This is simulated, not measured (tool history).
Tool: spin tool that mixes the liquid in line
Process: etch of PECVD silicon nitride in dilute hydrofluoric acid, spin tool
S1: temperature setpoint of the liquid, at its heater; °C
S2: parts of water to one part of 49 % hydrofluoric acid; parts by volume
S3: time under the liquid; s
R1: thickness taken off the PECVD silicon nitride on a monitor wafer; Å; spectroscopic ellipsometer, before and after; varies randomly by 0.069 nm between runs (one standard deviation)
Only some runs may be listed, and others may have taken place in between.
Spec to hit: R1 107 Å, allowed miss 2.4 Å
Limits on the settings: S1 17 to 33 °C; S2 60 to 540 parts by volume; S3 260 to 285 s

run 1 day=0 | S1=25 S2=300 S3=260 | R1=57.632
run 2 day=0.204 | S1=26 S2=295 S3=260 | R1=61.684
run 3 day=0.383 | S1=27 S2=290 S3=260 | R1=67.206
run 4 day=0.512 | S1=25 S2=290 S3=260 | R1=59.557
run 5 day=0.717 | S1=28 S2=290 S3=260 | R1=71.88
run 6 day=1.075 | S1=28 S2=240 S3=260 | R1=85.32
run 7 day=1.329 | S1=28.5 S2=240 S3=260 | R1=88.699
run 8 day=1.479 | S1=29 S2=240 S3=260 | R1=91.519

Which one of the following 5 next-run settings gets every result inside its allowed miss? There is exactly one.
run A day=1.629 | S1=25.5 S2=240 S3=260 | R1=?
run B day=1.629 | S1=28 S2=270 S3=260 | R1=?
run C day=1.629 | S1=29 S2=225 S3=285 | R1=?
run D day=1.629 | S1=28.5 S2=250 S3=260 | R1=?
run E day=1.629 | S1=28 S2=210 S3=260 | R1=?

move=A R1=73.514
move=B R1=75.93
move=C R1=106.31
move=D R1=84.573
move=E R1=97.932
A: lands further from the targets than the last run did
B: lands further from the targets than the last run did
C: all results land within tolerance of their targets
D: lands further from the targets than the last run did
E: gains on the last run, yet a result remains outside its allowed miss
C is the move that brings every result within its allowed miss.

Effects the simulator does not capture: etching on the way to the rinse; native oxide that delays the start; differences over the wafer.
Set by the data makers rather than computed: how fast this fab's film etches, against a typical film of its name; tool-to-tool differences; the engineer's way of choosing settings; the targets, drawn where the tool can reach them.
